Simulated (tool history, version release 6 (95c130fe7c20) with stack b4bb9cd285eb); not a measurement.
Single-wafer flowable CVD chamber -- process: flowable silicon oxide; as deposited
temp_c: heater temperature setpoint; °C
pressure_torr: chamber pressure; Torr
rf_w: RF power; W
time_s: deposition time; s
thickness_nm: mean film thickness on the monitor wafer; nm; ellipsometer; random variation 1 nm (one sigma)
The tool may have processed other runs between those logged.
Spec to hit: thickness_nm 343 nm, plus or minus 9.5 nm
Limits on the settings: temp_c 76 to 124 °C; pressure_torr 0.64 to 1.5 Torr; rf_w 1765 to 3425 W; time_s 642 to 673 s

{"run": 1, "hour": 0.0, "temp_c": 100, "pressure_torr": 1.07, "rf_w": 2595, "time_s": 673, "thickness_nm": 648.15}
{"run": 2, "hour": 7.1, "temp_c": 100, "pressure_torr": 1.07, "rf_w": 2330, "time_s": 673, "thickness_nm": 637.8}
{"run": 3, "hour": 13.6, "temp_c": 100, "pressure_torr": 1.07, "rf_w": 2330, "time_s": 642, "thickness_nm": 615.46}
{"run": 4, "hour": 19.8, "temp_c": 100, "pressure_torr": 1.07, "rf_w": 2175, "time_s": 642, "thickness_nm": 605.42}
{"run": 5, "hour": 27.9, "temp_c": 100, "pressure_torr": 1.07, "rf_w": 2310, "time_s": 642, "thickness_nm": 609.13}
{"run": 6, "hour": 32.6, "temp_c": 100, "pressure_torr": 1.07, "rf_w": 2100, "time_s": 642, "thickness_nm": 601.44}
{"run": 7, "hour": 37.3, "temp_c": 106, "pressure_torr": 1.07, "rf_w": 2100, "time_s": 642, "thickness_nm": 477.58}
{"run": 8, "hour": 44.0, "temp_c": 109, "pressure_torr": 1.07, "rf_w": 2100, "time_s": 642, "thickness_nm": 428.26}
{"run": 9, "hour": 47.6, "temp_c": 111, "pressure_torr": 1.07, "rf_w": 2100, "time_s": 642, "thickness_nm": 396.33}
{"run": 10, "hour": 52.8, "temp_c": 111, "pressure_torr": 1.07, "rf_w": 2100, "time_s": 642, "thickness_nm": 399.62}
{"run": 11, "hour": 55.6, "temp_c": 112, "pressure_torr": 1.07, "rf_w": 2100, "time_s": 642, "thickness_nm": 384.86}
{"run": 12, "hour": 62.3, "temp_c": 113, "pressure_torr": 1.07, "rf_w": 2100, "time_s": 642, "thickness_nm": 370.37}
{"run": 13, "hour": 69.6, "temp_c": 114, "pressure_torr": 1.07, "rf_w": 2100, "time_s": 642, "thickness_nm": 358.15}

Pick the move, out of 5, that brings all results within their allowed miss; only one does.
{"run": "A", "hour": 76.9, "temp_c": 113, "pressure_torr": 1.08, "rf_w": 2160, "time_s": 651, "thickness_nm": "?"}
{"run": "B", "hour": 76.9, "temp_c": 115, "pressure_torr": 1.07, "rf_w": 2355, "time_s": 673, "thickness_nm": "?"}
{"run": "C", "hour": 76.9, "temp_c": 118, "pressure_torr": 1.13, "rf_w": 2250, "time_s": 655, "thickness_nm": "?"}
{"run": "D", "hour": 76.9, "temp_c": 117, "pressure_torr": 1.18, "rf_w": 2175, "time_s": 673, "thickness_nm": "?"}
{"run": "E", "hour": 76.9, "temp_c": 112, "pressure_torr": 0.99, "rf_w": 2030, "time_s": 652, "thickness_nm": "?"}

move=A thickness_nm=379.62
move=B thickness_nm=367.11
move=C thickness_nm=337.57
move=D thickness_nm=371.74
move=E thickness_nm=357.92
A: moves away from the targets compared with the last run
B: moves away from the targets compared with the last run
C: all results land within tolerance of their targets
D: moves away from the targets compared with the last run
E: no nearer and no further than the last run
The move that meets every target is C.
